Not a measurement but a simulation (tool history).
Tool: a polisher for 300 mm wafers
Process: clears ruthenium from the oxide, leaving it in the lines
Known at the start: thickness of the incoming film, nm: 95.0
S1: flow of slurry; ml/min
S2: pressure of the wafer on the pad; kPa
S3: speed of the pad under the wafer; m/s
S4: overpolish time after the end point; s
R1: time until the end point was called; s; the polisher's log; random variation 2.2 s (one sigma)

| run | day | S1 | S2 | S3 | S4 | R1 |
|---|---|---|---|---|---|---|
| 1 | 0 | 210 | 15.9 | 0.8 | 38 | 102.72 |
| 2 | 0.062 | 210 | 18.6 | 0.8 | 38 | 88.715 |
| 3 | 0.354 | 210 | 18.6 | 0.8 | 38 | 89.701 |
| 4 | 0.488 | 210 | 18.6 | 0.8 | 41 | 88.758 |
| 5 | 0.642 | 210 | 18.6 | 0.96 | 41 | 74.591 |
| 6 | 0.783 | 210 | 21.4 | 0.96 | 41 | 66.514 |
| 7 | 1.142 | 200 | 17.2 | 0.74 | 41 | 99.921 |

Run 8 comes next. What will it give?
| 8 | 1.175 | 200 | 15.9 | 0.74 | 41 | ? |

Run 8 gave R1 109.29 s.
